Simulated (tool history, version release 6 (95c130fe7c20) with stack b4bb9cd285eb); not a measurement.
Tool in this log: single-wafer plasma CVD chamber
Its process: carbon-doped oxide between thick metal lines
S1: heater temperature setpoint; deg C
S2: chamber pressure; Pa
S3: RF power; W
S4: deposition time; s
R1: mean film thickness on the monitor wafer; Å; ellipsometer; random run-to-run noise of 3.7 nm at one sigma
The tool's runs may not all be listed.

Run 1, hour 0.0: S1 335 deg C, S2 544 Pa, S3 600 W, S4 146 s. Result: R1 7434.9 Å.
Run 2, hour 4.0: S1 333 deg C, S2 565 Pa, S3 605 W, S4 146 s. Result: R1 7575.6 Å.
Run 3, hour 4.9: S1 343 deg C, S2 565 Pa, S3 605 W, S4 146 s. Result: R1 7328.1 Å.
Run 4, hour 8.6: S1 340 deg C, S2 588 Pa, S3 610 W, S4 146 s. Result: R1 7456.3 Å.
Run 5, hour 12.8: S1 340 deg C, S2 588 Pa, S3 610 W, S4 146 s. Result: R1 7466.7 Å.
Run 6, hour 21.7: S1 346 deg C, S2 588 Pa, S3 610 W, S4 146 s. Result: R1 7362.4 Å.
Run 7, hour 29.5: S1 344 deg C, S2 612 Pa, S3 620 W, S4 146 s. Result: R1 7479.0 Å.
Run 8, hour 36.7: S1 342 deg C, S2 628 Pa, S3 630 W, S4 146 s. Result: R1 7704.8 Å.

What does the tool deliver on the next run?
Run 9, hour 45.0: S1 340 deg C, S2 640 Pa, S3 630 W, S4 146 s. Result: R1 ?.

{"run 9": {"R1": 7750.2}}
